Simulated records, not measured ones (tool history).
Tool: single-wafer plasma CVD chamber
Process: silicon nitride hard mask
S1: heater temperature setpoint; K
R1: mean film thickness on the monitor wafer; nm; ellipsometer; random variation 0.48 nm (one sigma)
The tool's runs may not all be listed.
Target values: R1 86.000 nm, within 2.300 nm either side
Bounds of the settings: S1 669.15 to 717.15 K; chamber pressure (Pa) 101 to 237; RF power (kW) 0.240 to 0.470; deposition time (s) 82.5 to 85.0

run 1 hour=0.0 | S1=693.15 chamber_pressure_(Pa)=169 RF_power_(kW)=0.355 deposition_time_(s)=82.5 | R1=97.511
run 2 hour=8.6 | S1=693.15 chamber_pressure_(Pa)=160 RF_power_(kW)=0.350 deposition_time_(s)=82.5 | R1=95.584
run 3 hour=10.1 | S1=693.15 chamber_pressure_(Pa)=153 RF_power_(kW)=0.345 deposition_time_(s)=82.5 | R1=93.314
run 4 hour=16.7 | S1=700.15 chamber_pressure_(Pa)=153 RF_power_(kW)=0.345 deposition_time_(s)=82.5 | R1=92.911
run 5 hour=19.9 | S1=700.15 chamber_pressure_(Pa)=148 RF_power_(kW)=0.340 deposition_time_(s)=82.5 | R1=90.783
run 6 hour=24.3 | S1=700.15 chamber_pressure_(Pa)=148 RF_power_(kW)=0.340 deposition_time_(s)=85.0 | R1=94.238
run 7 hour=28.5 | S1=700.15 chamber_pressure_(Pa)=141 RF_power_(kW)=0.335 deposition_time_(s)=84.9 | R1=91.505
run 8 hour=37.0 | S1=700.15 chamber_pressure_(Pa)=119 RF_power_(kW)=0.325 deposition_time_(s)=84.7 | R1=83.660

Below are 4 possible settings for the next run. Only one of them brings all results inside the allowed miss of their targets. Which is it?
run A hour=45.5 | S1=701.15 chamber_pressure_(Pa)=129 RF_power_(kW)=0.355 deposition_time_(s)=85.0 | R1=?
run B hour=45.5 | S1=695.15 chamber_pressure_(Pa)=120 RF_power_(kW)=0.330 deposition_time_(s)=85.0 | R1=?
run C hour=45.5 | S1=708.15 chamber_pressure_(Pa)=109 RF_power_(kW)=0.340 deposition_time_(s)=82.5 | R1=?
run D hour=45.5 | S1=685.15 chamber_pressure_(Pa)=147 RF_power_(kW)=0.355 deposition_time_(s)=82.5 | R1=?

move=A R1=90.917
move=B R1=84.859
move=C R1=79.958
move=D R1=93.147
A: takes the biggest miss from the last run beyond its target
B: all results land within tolerance of their targets
C: the biggest miss grows against the last run
D: takes the biggest miss from the last run beyond its target
The move that meets every target is B.
